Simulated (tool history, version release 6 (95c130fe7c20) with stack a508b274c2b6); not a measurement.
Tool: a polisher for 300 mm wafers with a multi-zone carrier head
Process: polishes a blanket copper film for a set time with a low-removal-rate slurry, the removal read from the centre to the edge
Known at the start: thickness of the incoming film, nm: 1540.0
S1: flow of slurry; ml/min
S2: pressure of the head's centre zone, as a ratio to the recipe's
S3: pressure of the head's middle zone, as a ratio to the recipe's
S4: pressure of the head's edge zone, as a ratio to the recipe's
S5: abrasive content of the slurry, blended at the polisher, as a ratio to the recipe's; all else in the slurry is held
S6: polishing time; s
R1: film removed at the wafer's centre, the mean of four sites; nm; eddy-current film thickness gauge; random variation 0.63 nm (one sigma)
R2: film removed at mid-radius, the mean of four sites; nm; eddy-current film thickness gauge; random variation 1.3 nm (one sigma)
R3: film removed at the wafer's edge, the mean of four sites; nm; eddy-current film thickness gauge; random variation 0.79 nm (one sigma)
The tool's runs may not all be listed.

run 1 hour=0.0 | S1=295 S2=1.00 S3=1.00 S4=1.00 S5=1.00 S6=30 | R1=78.013 R2=80.812 R3=77.077
run 2 hour=6.8 | S1=235 S2=1.00 S3=1.00 S4=1.00 S5=1.00 S6=30 | R1=76.370 R2=74.042 R3=75.373
run 3 hour=12.0 | S1=265 S2=0.99 S3=0.98 S4=1.06 S5=1.15 S6=30 | R1=77.654 R2=78.306 R3=79.293
run 4 hour=14.5 | S1=270 S2=0.98 S3=0.95 S4=1.10 S5=1.25 S6=31 | R1=81.117 R2=79.373 R3=86.415
run 5 hour=15.7 | S1=325 S2=0.98 S3=0.95 S4=1.10 S5=1.25 S6=31 | R1=82.499 R2=79.883 R3=86.358
run 6 hour=19.1 | S1=320 S2=0.97 S3=0.95 S4=1.12 S5=1.30 S6=32 | R1=85.350 R2=85.045 R3=90.467

Forecast run 7:
run 7 hour=20.4 | S1=315 S2=0.96 S3=0.94 S4=1.14 S5=1.35 S6=32 | R1=? R2=? R3=?

{"run 7": {"R1": 84.581, "R2": 83.415, "R3": 93.304}}

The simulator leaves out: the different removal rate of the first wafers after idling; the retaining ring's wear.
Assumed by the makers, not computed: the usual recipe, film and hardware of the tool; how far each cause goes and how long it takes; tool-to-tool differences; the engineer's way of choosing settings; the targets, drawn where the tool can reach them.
